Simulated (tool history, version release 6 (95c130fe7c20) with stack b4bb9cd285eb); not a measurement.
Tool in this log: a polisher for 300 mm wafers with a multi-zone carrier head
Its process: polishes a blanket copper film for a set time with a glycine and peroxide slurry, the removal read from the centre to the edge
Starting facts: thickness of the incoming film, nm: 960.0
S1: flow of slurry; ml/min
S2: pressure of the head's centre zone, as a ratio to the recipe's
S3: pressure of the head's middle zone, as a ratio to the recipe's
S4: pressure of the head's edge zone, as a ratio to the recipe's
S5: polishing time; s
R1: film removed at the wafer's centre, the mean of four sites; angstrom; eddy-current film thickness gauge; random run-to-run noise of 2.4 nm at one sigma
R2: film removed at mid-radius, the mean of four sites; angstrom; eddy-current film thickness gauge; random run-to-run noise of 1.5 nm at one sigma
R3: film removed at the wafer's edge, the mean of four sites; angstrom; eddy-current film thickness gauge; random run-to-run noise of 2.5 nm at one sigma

run  hour   S1    S2    S3    S4  S5      R1      R2      R3
  1     0  130     1     1     1  54  3337.3  3383.9  3685.4
  2   3.1  125  0.99  0.97  0.98  52  3188.3  3168.7    3488
  3   8.8  125  0.99  0.97  1.04  52  3169.3  3158.1  3599.7
  4  16.4  120  0.98  0.95  1.02  50  2963.9  2926.3  3354.8
  5    18  120  0.98  1.02  1.02  50    2961  3175.1  3347.2
  6  22.4  115  0.97  0.99     1  49  2830.8    2994  3290.4
  7  23.7  115  0.97  0.97  0.98  47  2810.2  2827.9  3079.2
  8  31.4  110  0.96  0.95  0.97  46  2693.8  2713.9  3033.3
  9  38.8  105  0.95  0.93  0.96  45  2556.6  2600.5  2936.2

What will run 10 give?
 10  40.4  85  0.97  0.83  0.87  42   ?   ?   ?

{"run 10": {"R1": 2319.8, "R2": 2121.5, "R3": 2524.5}}

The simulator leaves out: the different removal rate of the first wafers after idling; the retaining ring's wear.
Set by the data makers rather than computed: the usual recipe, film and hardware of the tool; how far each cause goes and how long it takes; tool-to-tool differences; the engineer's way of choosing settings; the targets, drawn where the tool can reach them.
